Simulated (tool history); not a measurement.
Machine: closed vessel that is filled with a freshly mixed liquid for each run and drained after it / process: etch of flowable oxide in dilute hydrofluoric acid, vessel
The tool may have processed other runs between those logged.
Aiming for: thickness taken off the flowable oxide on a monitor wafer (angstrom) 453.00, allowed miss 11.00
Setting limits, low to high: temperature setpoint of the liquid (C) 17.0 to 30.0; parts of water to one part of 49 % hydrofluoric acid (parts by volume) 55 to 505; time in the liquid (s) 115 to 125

| run | day | temperature setpoint of the liquid (C) | parts of water to one part of 49 % hydrofluoric acid (parts by volume) | time in the liquid (s) | thickness taken off the flowable oxide on a monitor wafer (angstrom) |
|---|---|---|---|---|---|
| 1 | 0.000 | 22.0 | 280 | 115 | 158.31 |
| 2 | 0.250 | 24.0 | 280 | 115 | 171.03 |
| 3 | 0.575 | 24.0 | 280 | 115 | 171.56 |
| 4 | 0.646 | 25.5 | 240 | 115 | 221.04 |
| 5 | 0.788 | 26.5 | 210 | 115 | 269.47 |
| 6 | 0.917 | 27.5 | 190 | 115 | 315.39 |
| 7 | 1.038 | 28.0 | 175 | 115 | 353.96 |
| 8 | 1.342 | 28.5 | 170 | 115 | 370.07 |
| 9 | 1.508 | 29.0 | 165 | 115 | 395.50 |
| 10 | 1.738 | 29.0 | 165 | 115 | 393.83 |
| 11 | 2.029 | 29.0 | 165 | 115 | 397.80 |
| 12 | 2.254 | 29.0 | 160 | 115 | 407.43 |
| 13 | 2.604 | 29.0 | 155 | 115 | 423.31 |
| 14 | 2.800 | 29.5 | 155 | 115 | 434.28 |
| 15 | 3.058 | 30.0 | 155 | 115 | 441.87 |

5 next moves are on the table. One of them brings every result within its allowed miss. Which?
| A | 3.317 | 26.5 | 150 | 120 | ? |
| B | 3.317 | 29.5 | 150 | 115 | ? |
| C | 3.317 | 29.5 | 155 | 115 | ? |
| D | 3.317 | 30.0 | 170 | 125 | ? |
| E | 3.317 | 27.5 | 145 | 125 | ? |

| move | thickness taken off the flowable oxide on a monitor wafer (angstrom) |
|---|---|
| A | 417.39 |
| B | 445.66 |
| C | 428.39 |
| D | 423.51 |
| E | 469.48 |
A: the biggest miss grows against the last run
B: each result inside its tolerance
C: the biggest miss grows against the last run
D: the biggest miss grows against the last run
E: the result that was furthest off in the last run now lies on the other side of its target
B meets every target.

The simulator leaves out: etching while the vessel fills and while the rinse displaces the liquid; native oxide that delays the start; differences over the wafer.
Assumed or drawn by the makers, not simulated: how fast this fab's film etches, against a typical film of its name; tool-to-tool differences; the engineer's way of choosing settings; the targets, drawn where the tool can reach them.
